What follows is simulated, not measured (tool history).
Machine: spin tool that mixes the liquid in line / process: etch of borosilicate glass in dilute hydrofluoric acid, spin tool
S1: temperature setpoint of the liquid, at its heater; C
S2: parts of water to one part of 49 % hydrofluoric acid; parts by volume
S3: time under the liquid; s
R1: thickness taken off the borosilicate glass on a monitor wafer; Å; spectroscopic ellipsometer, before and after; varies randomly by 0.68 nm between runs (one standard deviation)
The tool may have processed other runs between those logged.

run 1 day=0.000 | S1=26.0 S2=60 S3=45 | R1=325.33
run 2 day=0.050 | S1=26.0 S2=40 S3=45 | R1=512.75
run 3 day=0.254 | S1=28.0 S2=40 S3=45 | R1=552.89
run 4 day=0.550 | S1=29.5 S2=40 S3=45 | R1=593.84
run 5 day=0.817 | S1=30.5 S2=40 S3=45 | R1=608.21
run 6 day=1.138 | S1=31.5 S2=40 S3=45 | R1=625.37

Expected results for the next run?
run 7 day=1.333 | S1=32.0 S2=40 S3=45 | R1=?

R1: 653.06 Å

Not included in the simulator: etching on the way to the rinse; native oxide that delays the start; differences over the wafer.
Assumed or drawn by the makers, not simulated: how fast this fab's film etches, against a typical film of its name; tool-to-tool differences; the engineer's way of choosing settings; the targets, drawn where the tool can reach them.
